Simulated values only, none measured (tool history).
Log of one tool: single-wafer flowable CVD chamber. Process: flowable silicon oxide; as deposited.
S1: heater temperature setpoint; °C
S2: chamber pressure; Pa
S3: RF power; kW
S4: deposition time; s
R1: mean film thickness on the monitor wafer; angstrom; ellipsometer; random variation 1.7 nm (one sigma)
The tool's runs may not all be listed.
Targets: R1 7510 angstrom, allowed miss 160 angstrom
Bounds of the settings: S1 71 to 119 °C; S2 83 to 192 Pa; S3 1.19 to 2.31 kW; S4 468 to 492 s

run  hour  S1   S2    S3   S4      R1
  1     0  95  137  1.75  492  4900.7
  2   6.5  95  153  1.75  492  5453.9
  3     8  85  153  1.75  492    7213
  4  10.2  85  173  1.75  492  8092.3
  5  19.1  74  173  1.75  492   10714
  6  23.3  76  173  1.75  492   10178
  7  30.9  78  173  1.75  492    9762
  8  33.1  80  173  1.75  492  9230.1
  9    36  81  173  1.75  492  9011.1
 10  43.7  82  173  1.75  492  8735.2
 11  52.6  83  173  1.75  492  8545.8
 12    59  84  173  1.75  492  8333.8

Which of these 4 next moves meets every target?
  A  65.4  86  167  1.68  469   ?
  B  65.4  88  179  1.55  469   ?
  C  65.4  86  169  1.91  473   ?
  D  65.4  90  179  1.76  483   ?

move      R1
   A  7194.3
   B  7137.5
   C  7604.8
   D  7203.6
A: takes the result that was furthest off past its target
B: takes the result that was furthest off past its target
C: meets every target
D: takes the result that was furthest off past its target
The right move is C.

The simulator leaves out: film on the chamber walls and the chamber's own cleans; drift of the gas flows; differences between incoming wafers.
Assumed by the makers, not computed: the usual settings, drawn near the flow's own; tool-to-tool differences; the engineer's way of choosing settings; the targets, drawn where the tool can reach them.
